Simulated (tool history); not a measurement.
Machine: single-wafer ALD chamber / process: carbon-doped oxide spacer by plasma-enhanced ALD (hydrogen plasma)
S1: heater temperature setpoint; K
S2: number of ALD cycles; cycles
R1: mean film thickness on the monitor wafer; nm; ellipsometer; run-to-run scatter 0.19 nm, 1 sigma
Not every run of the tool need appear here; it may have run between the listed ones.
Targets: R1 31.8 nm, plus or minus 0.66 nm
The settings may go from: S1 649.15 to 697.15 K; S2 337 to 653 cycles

run 1 hour=0 | S1=673.15 S2=495 | R1=25.597
run 2 hour=4.8 | S1=672.15 S2=518 | R1=26.556
run 3 hour=12.9 | S1=664.15 S2=518 | R1=26.285
run 4 hour=14.4 | S1=672.15 S2=518 | R1=26.545
run 5 hour=17.6 | S1=668.15 S2=518 | R1=26.902
run 6 hour=19.4 | S1=659.15 S2=518 | R1=26.5
run 7 hour=27.9 | S1=659.15 S2=539 | R1=27.82
run 8 hour=35.1 | S1=659.15 S2=553 | R1=28.336
run 9 hour=39.4 | S1=659.15 S2=566 | R1=29.063
run 10 hour=43.8 | S1=659.15 S2=576 | R1=29.623
run 11 hour=50.3 | S1=659.15 S2=584 | R1=30.105

Next run, 5 choices. One meets every target within its allowed miss, the rest don't. Which?
run A hour=56.8 | S1=664.15 S2=645 | R1=?
run B hour=56.8 | S1=659.15 S2=648 | R1=?
run C hour=56.8 | S1=657.15 S2=653 | R1=?
run D hour=56.8 | S1=663.15 S2=617 | R1=?
run E hour=56.8 | S1=652.15 S2=538 | R1=?

move=A R1=33.456
move=B R1=33.612
move=C R1=33.871
move=D R1=32.004
move=E R1=27.906
A: moves the result that the last run missed by most past its target, out the other side
B: moves the result that the last run missed by most past its target, out the other side
C: moves the result that the last run missed by most past its target, out the other side
D: each result inside its tolerance
E: further off than the last run
Move D is the one to make.

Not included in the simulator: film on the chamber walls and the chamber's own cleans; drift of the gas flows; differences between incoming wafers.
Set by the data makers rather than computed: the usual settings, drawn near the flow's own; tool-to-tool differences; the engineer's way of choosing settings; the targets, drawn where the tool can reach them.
